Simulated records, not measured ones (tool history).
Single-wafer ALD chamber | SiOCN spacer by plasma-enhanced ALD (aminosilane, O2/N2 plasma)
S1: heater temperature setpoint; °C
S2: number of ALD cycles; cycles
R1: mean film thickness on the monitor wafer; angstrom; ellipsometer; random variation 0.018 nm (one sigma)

run  hour   S1   S2      R1
  1     0  385  100  67.174
  2   1.5  385   95  63.591
  3  10.3  379   95  63.898
  4  11.9  374   95  64.023
  5  15.1  380   95  64.186
  6  20.7  380   91  61.367
  7  21.4  380   88  59.042
  8  22.3  380   87  58.713
  9  28.9  380   86  57.985
 10    32  380   85  57.025
 11  35.5  380   85  57.165

The next listed run, before its measurement:
 12  38.1  380  85   ?

R1: 57.212 angstrom
